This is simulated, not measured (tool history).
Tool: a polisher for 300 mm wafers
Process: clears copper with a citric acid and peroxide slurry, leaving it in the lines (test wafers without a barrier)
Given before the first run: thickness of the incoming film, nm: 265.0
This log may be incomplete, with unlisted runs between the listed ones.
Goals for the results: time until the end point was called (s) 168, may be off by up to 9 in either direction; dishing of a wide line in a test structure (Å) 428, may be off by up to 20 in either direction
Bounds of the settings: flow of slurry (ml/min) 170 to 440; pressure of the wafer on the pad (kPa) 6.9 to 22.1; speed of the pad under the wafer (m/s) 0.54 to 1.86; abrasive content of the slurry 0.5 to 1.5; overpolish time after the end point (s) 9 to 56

run,hour,flow of slurry (ml/min),pressure of the wafer on the pad (kPa),speed of the pad under the wafer (m/s),abrasive content of the slurry,overpolish time after the end point (s),time until the end point was called (s),dishing of a wide line in a test structure (Å)
1,0,280,14.5,1.18,1,29,134.31,344.42
2,3.5,280,13.8,1.16,1,33,139.85,369.92
3,9.7,280,13.1,1.14,1,36,147.92,372.27
4,13.1,280,13.1,1.14,1,31,149.12,321.58
5,17.8,280,15.9,1.14,1,31,127.78,374.58
6,19.6,280,17.2,1.14,1,31,122.15,400.32
7,25.1,280,15.9,1.12,1,35,125.58,408.35
8,25.9,270,13.8,1.14,0.95,39,144.65,408
9,34.4,265,13.1,1.14,0.95,41,148.5,399.68
10,35.6,265,13.1,1.14,0.95,41,150.89,408.83
11,41.9,255,12.4,1.14,0.95,43,152.96,408.36
12,47.4,260,11.7,1.14,0.95,45,162.36,400.33

Which single option among these 5 for the next run brings every result within its allowed miss of target? Just one does.
A,52.9,275,13.8,1.04,0.75,49,?,?
B,52.9,210,9,1.46,1.05,37,?,?
C,52.9,345,12.4,1.28,0.9,44,?,?
D,52.9,245,10.3,1.14,0.95,46,?,?
E,52.9,260,11.7,1.3,0.9,41,?,?

move,time until the end point was called (s),dishing of a wide line in a test structure (Å)
A,172.42,437.04
B,173.08,335.94
C,150.91,442.24
D,189.4,376.96
E,158.8,399.41
A: all results in spec
B: moves away from the targets compared with the last run
C: the furthest-off result lands on target, but another misses its tolerance
D: moves away from the targets compared with the last run
E: neither nearer nor further off than the last run
A is the move that brings every result within its allowed miss.

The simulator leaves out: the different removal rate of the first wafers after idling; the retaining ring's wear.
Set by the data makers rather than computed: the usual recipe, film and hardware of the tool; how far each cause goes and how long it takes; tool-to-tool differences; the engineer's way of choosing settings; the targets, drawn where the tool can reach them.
